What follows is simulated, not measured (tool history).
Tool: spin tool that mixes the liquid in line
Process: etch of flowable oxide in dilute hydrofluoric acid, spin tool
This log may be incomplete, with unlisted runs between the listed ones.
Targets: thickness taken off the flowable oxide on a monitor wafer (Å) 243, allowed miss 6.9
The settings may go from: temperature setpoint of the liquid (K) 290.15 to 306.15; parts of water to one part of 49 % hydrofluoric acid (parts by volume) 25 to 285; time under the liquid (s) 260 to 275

run  hour  temperature setpoint of the liquid (K)  parts of water to one part of 49 % hydrofluoric acid (parts by volume)  time under the liquid (s)  thickness taken off the flowable oxide on a monitor wafer (Å)
  1     0                                  298.15                                                                     155                        260                                                         448.68
  2   3.9                                  298.15                                                                     130                        260                                                         554.75
  3   6.2                                  296.65                                                                     145                        260                                                         455.96
  4  10.7                                  300.15                                                                     145                        260                                                         520.59
  5  15.1                                  298.15                                                                     160                        260                                                         432.28
  6    19                                  301.15                                                                     160                        260                                                         478.93
  7  26.6                                  298.65                                                                     170                        260                                                         404.71
  8  28.7                                  296.65                                                                     175                        260                                                         367.26
  9  36.7                                  295.15                                                                     180                        260                                                         339.11
 10  42.4                                  294.15                                                                     185                        260                                                         311.18

Next run, 5 choices. One meets every target within its allowed miss, the rest don't. Which?
  A  48.1                                  293.15                                                                     220                        260                                                              ?
  B  48.1                                  293.15                                                                     190                        260                                                              ?
  C  48.1                                  293.15                                                                     205                        260                                                              ?
  D  48.1                                  295.65                                                                     160                        260                                                              ?
  E  48.1                                  296.15                                                                     160                        275                                                              ?

move  thickness taken off the flowable oxide on a monitor wafer (Å)
   A                                                          243.2
   B                                                         290.59
   C                                                          265.1
   D                                                         392.71
   E                                                         423.34
A: every result within its allowed miss
B: closer than the last run, but not yet in spec
C: closer than the last run, but not yet in spec
D: lands further from the targets than the last run did
E: lands further from the targets than the last run did
A is the move that brings every result within its allowed miss.

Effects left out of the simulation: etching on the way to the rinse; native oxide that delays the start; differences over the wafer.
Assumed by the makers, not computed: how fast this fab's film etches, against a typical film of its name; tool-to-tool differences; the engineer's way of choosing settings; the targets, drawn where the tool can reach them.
